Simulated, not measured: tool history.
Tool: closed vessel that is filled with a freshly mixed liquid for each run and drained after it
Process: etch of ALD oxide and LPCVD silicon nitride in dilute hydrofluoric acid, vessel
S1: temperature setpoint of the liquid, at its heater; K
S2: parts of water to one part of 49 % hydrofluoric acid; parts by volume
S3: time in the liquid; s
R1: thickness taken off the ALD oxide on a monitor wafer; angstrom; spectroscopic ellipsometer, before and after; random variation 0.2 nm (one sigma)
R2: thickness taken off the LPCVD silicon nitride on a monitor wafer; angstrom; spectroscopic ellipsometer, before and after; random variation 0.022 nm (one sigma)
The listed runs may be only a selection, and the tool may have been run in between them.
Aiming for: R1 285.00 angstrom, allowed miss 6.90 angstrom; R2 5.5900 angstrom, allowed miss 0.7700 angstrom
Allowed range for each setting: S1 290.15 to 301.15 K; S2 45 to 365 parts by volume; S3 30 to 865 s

run 1 hour=0.0 | S1=293.15 S2=205 S3=440 | R1=469.23 R2=9.0678
run 2 hour=0.8 | S1=295.65 S2=205 S3=440 | R1=517.21 R2=9.9274
run 3 hour=5.7 | S1=295.15 S2=210 S3=440 | R1=496.28 R2=10.3410
run 4 hour=10.8 | S1=295.15 S2=210 S3=310 | R1=349.48 R2=6.8808
run 5 hour=12.6 | S1=295.15 S2=210 S3=435 | R1=483.36 R2=9.4808
run 6 hour=19.6 | S1=294.65 S2=215 S3=435 | R1=464.47 R2=9.6669
run 7 hour=26.4 | S1=294.15 S2=220 S3=430 | R1=434.67 R2=9.3773
run 8 hour=32.4 | S1=294.15 S2=220 S3=420 | R1=431.38 R2=8.4834
run 9 hour=41.3 | S1=293.65 S2=225 S3=420 | R1=408.24 R2=7.5190
run 10 hour=43.2 | S1=293.65 S2=230 S3=420 | R1=396.18 R2=7.7197

Which of these 5 next moves meets every target?
run A hour=45.1 | S1=297.15 S2=310 S3=315 | R1=? R2=?
run B hour=45.1 | S1=298.65 S2=290 S3=580 | R1=? R2=?
run C hour=45.1 | S1=294.65 S2=190 S3=505 | R1=? R2=?
run D hour=45.1 | S1=297.65 S2=310 S3=325 | R1=? R2=?
run E hour=45.1 | S1=292.15 S2=260 S3=370 | R1=? R2=?

move=A R1=234.07 R2=5.5142
move=B R1=494.79 R2=11.8820
move=C R1=629.87 R2=12.2260
move=D R1=245.69 R2=5.8645
move=E R1=286.71 R2=5.6153
A: pushes the last run's worst result past its target
B: its largest miss is bigger than the last run's
C: its largest miss is bigger than the last run's
D: pushes the last run's worst result past its target
E: all results in spec
Correct choice: E, which meets every target
